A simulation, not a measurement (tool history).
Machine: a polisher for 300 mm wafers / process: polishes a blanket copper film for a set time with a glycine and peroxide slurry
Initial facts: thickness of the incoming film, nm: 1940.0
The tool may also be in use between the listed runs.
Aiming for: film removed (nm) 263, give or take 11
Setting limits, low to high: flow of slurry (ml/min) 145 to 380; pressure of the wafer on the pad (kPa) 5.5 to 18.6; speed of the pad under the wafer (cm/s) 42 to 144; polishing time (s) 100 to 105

run  hour  flow of slurry (ml/min)  pressure of the wafer on the pad (kPa)  speed of the pad under the wafer (cm/s)  polishing time (s)  film removed (nm)
  1     0                      245                                    11.7                                       92                 100              426.4
  2   2.1                      245                                    10.3                                       90                 100             389.24
  3   8.1                      245                                    10.3                                       90                 100             394.27
  4  11.7                      245                                     9.7                                       86                 100             366.64
  5  18.4                      195                                     9.7                                       86                 100             351.66
  6  25.6                      195                                     9.7                                       98                 100             387.78
  7  32.5                      190                                       9                                       94                 100             358.48
  8  36.5                      190                                     8.3                                       92                 100             337.66
  9  39.6                      190                                     7.6                                       90                 100             320.97
 10  45.1                      190                                     6.9                                       88                 100             302.98
 11  49.9                      190                                     6.9                                       86                 100             293.71
 12    52                      190                                     6.2                                       84                 100             283.98

Which single option among these 4 for the next run brings every result within its allowed miss of target? Just one does.
  A  54.1                      195                                     6.2                                       78                 100                  ?
  B  54.1                      210                                     6.2                                       88                 105                  ?
  C  54.1                      185                                     7.6                                       52                 100                  ?
  D  54.1                      145                                     5.5                                       78                 100                  ?

move  film removed (nm)
   A             261.43
   B             298.06
   C             225.63
   D             235.67
A: each result inside its tolerance
B: lands further from the targets than the last run did
C: moves the result that the last run missed by most past its target, out the other side
D: moves the result that the last run missed by most past its target, out the other side
A is the move that brings every result within its allowed miss.
